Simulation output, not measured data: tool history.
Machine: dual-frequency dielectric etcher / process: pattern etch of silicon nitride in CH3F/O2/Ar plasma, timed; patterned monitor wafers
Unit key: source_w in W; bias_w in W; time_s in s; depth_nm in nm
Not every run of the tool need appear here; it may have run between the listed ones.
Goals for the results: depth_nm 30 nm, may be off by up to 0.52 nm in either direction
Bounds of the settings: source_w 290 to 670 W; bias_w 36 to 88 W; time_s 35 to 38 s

Run 1, day 0: source_w 480 W, bias_w 62 W, time_s 38 s. Result: depth_nm 32.942 nm.
Run 2, day 0.096: source_w 530 W, bias_w 62 W, time_s 38 s. Result: depth_nm 34.558 nm.
Run 3, day 0.229: source_w 500 W, bias_w 61 W, time_s 38 s. Result: depth_nm 33.536 nm.
Run 4, day 0.533: source_w 500 W, bias_w 61 W, time_s 38 s. Result: depth_nm 33.699 nm.
Run 5, day 0.675: source_w 500 W, bias_w 70 W, time_s 38 s. Result: depth_nm 34.882 nm.
Run 6, day 0.738: source_w 500 W, bias_w 77 W, time_s 38 s. Result: depth_nm 35.785 nm.
Run 7, day 0.967: source_w 460 W, bias_w 76 W, time_s 38 s. Result: depth_nm 34.587 nm.
Run 8, day 1.046: source_w 420 W, bias_w 75 W, time_s 38 s. Result: depth_nm 32.687 nm.
Run 9, day 1.162: source_w 420 W, bias_w 75 W, time_s 38 s. Result: depth_nm 32.885 nm.
Run 10, day 1.296: source_w 320 W, bias_w 72 W, time_s 38 s. Result: depth_nm 27.932 nm.
Run 11, day 1.608: source_w 330 W, bias_w 72 W, time_s 38 s. Result: depth_nm 28.526 nm.
Run 12, day 1.825: source_w 340 W, bias_w 72 W, time_s 38 s. Result: depth_nm 28.818 nm.
Run 13, day 1.954: source_w 350 W, bias_w 72 W, time_s 38 s. Result: depth_nm 29.255 nm.

Exactly one of the 5 candidate moves below puts every result within its allowed miss. Which one?
Run A, day 2.083: source_w 350 W, bias_w 74 W, time_s 37 s. Result: depth_nm ?.
Run B, day 2.083: source_w 340 W, bias_w 67 W, time_s 38 s. Result: depth_nm ?.
Run C, day 2.083: source_w 410 W, bias_w 76 W, time_s 35 s. Result: depth_nm ?.
Run D, day 2.083: source_w 310 W, bias_w 88 W, time_s 37.5 s. Result: depth_nm ?.
Run E, day 2.083: source_w 430 W, bias_w 74 W, time_s 36 s. Result: depth_nm ?.

move  depth_nm
   A    28.636
   B    28.024
   C    29.715
   D    28.756
   E    31.048
A: lands further from the targets than the last run did
B: lands further from the targets than the last run did
C: all results in spec
D: lands further from the targets than the last run did
E: takes the result that was furthest off past its target
The move that meets every target is C.
